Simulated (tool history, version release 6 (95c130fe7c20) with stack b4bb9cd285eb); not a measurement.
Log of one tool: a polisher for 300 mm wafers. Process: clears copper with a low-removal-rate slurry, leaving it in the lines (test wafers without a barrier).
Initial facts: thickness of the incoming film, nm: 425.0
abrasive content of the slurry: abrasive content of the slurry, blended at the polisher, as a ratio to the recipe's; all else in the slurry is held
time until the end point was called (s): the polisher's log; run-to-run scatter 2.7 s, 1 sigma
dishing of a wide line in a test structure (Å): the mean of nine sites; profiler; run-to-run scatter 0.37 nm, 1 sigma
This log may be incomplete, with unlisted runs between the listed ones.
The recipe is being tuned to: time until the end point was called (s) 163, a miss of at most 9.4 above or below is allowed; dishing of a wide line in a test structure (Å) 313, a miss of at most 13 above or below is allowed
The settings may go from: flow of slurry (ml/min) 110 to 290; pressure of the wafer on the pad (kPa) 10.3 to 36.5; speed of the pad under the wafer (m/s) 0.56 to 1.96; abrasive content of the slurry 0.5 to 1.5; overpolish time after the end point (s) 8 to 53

| run | hour | flow of slurry (ml/min) | pressure of the wafer on the pad (kPa) | speed of the pad under the wafer (m/s) | abrasive content of the slurry | overpolish time after the end point (s) | time until the end point was called (s) | dishing of a wide line in a test structure (Å) |
|---|---|---|---|---|---|---|---|---|
| 1 | 0 | 185 | 23.4 | 1.26 | 1 | 27 | 86.603 | 507.84 |
| 2 | 1.3 | 185 | 20 | 1.2 | 1 | 23 | 97.166 | 442.41 |
| 3 | 6.6 | 185 | 17.2 | 1.1 | 1 | 22 | 114.01 | 382.55 |
| 4 | 13.7 | 185 | 17.2 | 1.1 | 1 | 31 | 117.62 | 459.2 |
| 5 | 16.9 | 160 | 17.2 | 1.1 | 1 | 31 | 115.54 | 460.6 |
| 6 | 23.7 | 160 | 17.2 | 1.1 | 1.1 | 31 | 118.41 | 462.92 |
| 7 | 30.6 | 160 | 11.7 | 0.92 | 1.05 | 18 | 168 | 267.36 |
| 8 | 34.6 | 160 | 12.4 | 0.92 | 1.05 | 20 | 161.61 | 297.58 |

Pick the move, out of 4, that brings all results within their allowed miss; only one does.
| A | 38.6 | 185 | 11.7 | 0.86 | 1.15 | 19 | ? | ? |
| B | 38.6 | 140 | 13.8 | 1.04 | 1 | 23 | ? | ? |
| C | 38.6 | 155 | 12.4 | 1.12 | 0.8 | 20 | ? | ? |
| D | 38.6 | 110 | 17.2 | 0.84 | 1.15 | 21 | ? | ? |

| move | time until the end point was called (s) | dishing of a wide line in a test structure (Å) |
|---|---|---|
| A | 170.17 | 269.64 |
| B | 144.83 | 343 |
| C | 144.82 | 312.61 |
| D | 159.77 | 305.36 |
A: the biggest miss grows against the last run
B: the result that was furthest off in the last run now lies on the other side of its target
C: gets the furthest-off result to its target, but another result is out of tolerance
D: all results in spec
The move that meets every target is D.
